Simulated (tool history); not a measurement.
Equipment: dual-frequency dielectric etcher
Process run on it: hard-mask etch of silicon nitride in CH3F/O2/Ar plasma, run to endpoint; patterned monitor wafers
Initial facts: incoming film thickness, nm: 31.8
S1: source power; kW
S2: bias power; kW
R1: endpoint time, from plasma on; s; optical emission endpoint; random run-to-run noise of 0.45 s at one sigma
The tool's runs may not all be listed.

run	hour	S1	S2	R1
1	0.0	0.360	0.077	49.230
2	5.8	0.310	0.077	51.796
3	13.7	0.310	0.083	50.547
4	22.0	0.280	0.078	53.450
5	29.0	0.300	0.078	51.883
6	36.8	0.270	0.078	54.798

The next listed run, before its measurement:
7	41.0	0.260	0.077	?

{"run 7": {"R1": 55.498}}

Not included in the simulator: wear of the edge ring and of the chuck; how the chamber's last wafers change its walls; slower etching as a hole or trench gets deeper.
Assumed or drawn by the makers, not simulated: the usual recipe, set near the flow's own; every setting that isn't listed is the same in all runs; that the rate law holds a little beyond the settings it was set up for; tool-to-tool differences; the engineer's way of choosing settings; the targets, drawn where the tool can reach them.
